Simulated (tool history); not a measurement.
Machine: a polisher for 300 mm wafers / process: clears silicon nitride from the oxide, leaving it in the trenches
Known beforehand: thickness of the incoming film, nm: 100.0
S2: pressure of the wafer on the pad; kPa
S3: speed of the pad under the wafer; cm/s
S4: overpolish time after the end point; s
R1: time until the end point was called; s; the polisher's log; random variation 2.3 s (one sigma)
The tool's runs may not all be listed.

Run 1, hour 0.0: flow of slurry (ml/min) 150, S2 13.8 kPa, S3 114 cm/s, S4 5 s. Result: R1 111.810 s.
Run 2, hour 2.6: flow of slurry (ml/min) 150, S2 13.1 kPa, S3 114 cm/s, S4 5 s. Result: R1 118.910 s.
Run 3, hour 7.2: flow of slurry (ml/min) 150, S2 16.5 kPa, S3 114 cm/s, S4 5 s. Result: R1 95.693 s.
Run 4, hour 13.4: flow of slurry (ml/min) 150, S2 16.5 kPa, S3 94 cm/s, S4 5 s. Result: R1 113.660 s.
Run 5, hour 18.7: flow of slurry (ml/min) 150, S2 15.9 kPa, S3 94 cm/s, S4 5 s. Result: R1 120.740 s.
Run 6, hour 26.0: flow of slurry (ml/min) 150, S2 15.2 kPa, S3 94 cm/s, S4 5 s. Result: R1 126.560 s.
Run 7, hour 26.7: flow of slurry (ml/min) 150, S2 14.5 kPa, S3 94 cm/s, S4 5 s. Result: R1 130.620 s.
Run 8, hour 29.4: flow of slurry (ml/min) 150, S2 13.8 kPa, S3 94 cm/s, S4 5 s. Result: R1 136.420 s.
Run 9, hour 37.2: flow of slurry (ml/min) 150, S2 13.1 kPa, S3 94 cm/s, S4 5 s. Result: R1 144.030 s.
Run 10, hour 37.8: flow of slurry (ml/min) 150, S2 12.4 kPa, S3 94 cm/s, S4 5 s. Result: R1 155.510 s.

Run 11 comes next. What will it give?
Run 11, hour 41.1: flow of slurry (ml/min) 150, S2 11.7 kPa, S3 94 cm/s, S4 5 s. Result: R1 ?.

For run 11 the tool returned R1 158.760 s.

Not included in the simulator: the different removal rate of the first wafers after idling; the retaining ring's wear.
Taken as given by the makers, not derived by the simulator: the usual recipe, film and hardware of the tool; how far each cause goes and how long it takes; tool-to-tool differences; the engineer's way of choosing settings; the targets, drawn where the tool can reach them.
